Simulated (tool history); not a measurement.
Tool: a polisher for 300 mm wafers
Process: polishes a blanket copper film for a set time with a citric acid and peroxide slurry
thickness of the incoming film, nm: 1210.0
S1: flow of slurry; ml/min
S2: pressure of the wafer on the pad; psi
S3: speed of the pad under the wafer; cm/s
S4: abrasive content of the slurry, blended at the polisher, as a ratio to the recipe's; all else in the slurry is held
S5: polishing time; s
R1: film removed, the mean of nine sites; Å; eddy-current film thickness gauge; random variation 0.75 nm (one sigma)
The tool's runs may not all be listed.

Run 1, hour 0.0: S1 145 ml/min, S2 2.6 psi, S3 86 cm/s, S4 1.0, S5 55 s. Result: R1 810.41 Å.
Run 2, hour 1.7: S1 145 ml/min, S2 2.2 psi, S3 86 cm/s, S4 1.0, S5 55 s. Result: R1 746.32 Å.
Run 3, hour 8.6: S1 145 ml/min, S2 2.8 psi, S3 86 cm/s, S4 1.0, S5 55 s. Result: R1 847.01 Å.
Run 4, hour 15.2: S1 145 ml/min, S2 2.8 psi, S3 86 cm/s, S4 1.2, S5 55 s. Result: R1 858.86 Å.
Run 5, hour 18.3: S1 145 ml/min, S2 2.4 psi, S3 84 cm/s, S4 1.2, S5 55 s. Result: R1 790.88 Å.
Run 6, hour 19.1: S1 145 ml/min, S2 2.1 psi, S3 80 cm/s, S4 1.2, S5 55 s. Result: R1 702.60 Å.
Run 7, hour 23.5: S1 145 ml/min, S2 1.9 psi, S3 78 cm/s, S4 1.2, S5 55 s. Result: R1 640.99 Å.
Run 8, hour 32.2: S1 145 ml/min, S2 1.9 psi, S3 78 cm/s, S4 1.2, S5 55 s. Result: R1 631.55 Å.
Run 9, hour 39.6: S1 145 ml/min, S2 1.8 psi, S3 78 cm/s, S4 1.2, S5 55 s. Result: R1 620.97 Å.
Run 10, hour 46.1: S1 145 ml/min, S2 1.7 psi, S3 78 cm/s, S4 1.2, S5 55 s. Result: R1 599.96 Å.
Run 11, hour 52.4: S1 145 ml/min, S2 1.6 psi, S3 78 cm/s, S4 1.2, S5 55 s. Result: R1 576.73 Å.

Forecast run 12:
Run 12, hour 56.8: S1 145 ml/min, S2 1.5 psi, S3 78 cm/s, S4 1.2, S5 55 s. Result: R1 ?.

{"run 12": {"R1": 582.6}}
